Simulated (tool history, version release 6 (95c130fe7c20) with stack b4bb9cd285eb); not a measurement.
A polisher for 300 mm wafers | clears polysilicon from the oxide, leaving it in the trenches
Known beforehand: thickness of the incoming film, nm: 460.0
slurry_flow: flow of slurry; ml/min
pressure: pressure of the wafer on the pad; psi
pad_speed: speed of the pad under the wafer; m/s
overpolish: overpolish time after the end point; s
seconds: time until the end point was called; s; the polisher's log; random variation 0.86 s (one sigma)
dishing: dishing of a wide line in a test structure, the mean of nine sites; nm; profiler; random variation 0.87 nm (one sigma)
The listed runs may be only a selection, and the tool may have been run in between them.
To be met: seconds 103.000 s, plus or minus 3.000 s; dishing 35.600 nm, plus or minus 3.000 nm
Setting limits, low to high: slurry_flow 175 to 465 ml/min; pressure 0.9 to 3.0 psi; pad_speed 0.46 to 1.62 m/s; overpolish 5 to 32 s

run	day	slurry_flow	pressure	pad_speed	overpolish	seconds	dishing
1	0.000	295	1.9	1.04	16	54.671	61.028
2	0.158	295	1.9	1.04	12	55.222	56.265
3	0.288	295	2.1	1.04	12	49.786	55.600
4	0.475	295	1.8	0.94	10	64.503	42.966
5	0.675	295	1.8	0.94	14	64.193	55.734
6	0.996	295	1.8	0.94	10	65.149	45.325
7	1.062	295	1.5	0.94	10	77.128	42.130
8	1.367	290	0.9	0.94	8	123.860	24.121
9	1.554	310	1.2	0.92	16	96.931	46.467
10	1.671	295	1.2	0.92	15	96.022	45.682
11	1.850	295	1.2	0.92	14	96.171	44.349
12	2.046	295	1.2	0.92	13	96.442	40.271

5 candidate next runs follow, results not yet known. Just one meets every target within its allowed miss. Identify it.
A	2.242	345	1.2	0.86	11	?	?
B	2.242	315	1.1	0.88	12	?	?
C	2.242	275	1.4	0.80	8	?	?
D	2.242	205	1.4	0.98	12	?	?
E	2.242	295	1.2	0.94	10	?	?

move	seconds	dishing
A	100.950	34.286
B	108.110	34.743
C	95.420	28.158
D	81.485	42.087
E	93.970	33.703
A: hits every target within its allowed miss
B: carries the result that was furthest off beyond its target, to the other side
C: misses by more than the last run did
D: misses by more than the last run did
E: misses by more than the last run did
A meets every target.
